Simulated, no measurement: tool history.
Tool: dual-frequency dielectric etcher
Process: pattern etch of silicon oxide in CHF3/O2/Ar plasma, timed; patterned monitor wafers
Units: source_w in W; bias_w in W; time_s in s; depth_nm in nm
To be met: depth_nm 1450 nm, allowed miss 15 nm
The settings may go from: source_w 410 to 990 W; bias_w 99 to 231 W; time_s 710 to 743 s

run	day	source_w	bias_w	time_s	depth_nm
1	0	700	165	710	1364.5
2	0.367	730	165	710	1380.4
3	0.7	760	165	710	1405.7
4	0.967	630	165	710	1326.3
5	1.112	690	166	710	1364.1
6	1.354	690	166	710	1362.5
7	1.721	730	167	710	1390.7
8	1.896	760	167	710	1406.5
9	2.2	780	167	710	1420.7
10	2.279	790	167	710	1428.4
11	2.421	800	167	710	1431.4

Which of these 4 next moves meets every target?
A	2.562	790	174	732.5	?
B	2.562	870	141	725.5	?
C	2.562	820	159	738	?
D	2.562	770	176	741.5	?

move	depth_nm
A	1487.1
B	1447.9
C	1484.2
D	1496.7
A: takes the result that was furthest off past its target
B: meets every target
C: takes the result that was furthest off past its target
D: takes the result that was furthest off past its target
Answer: B
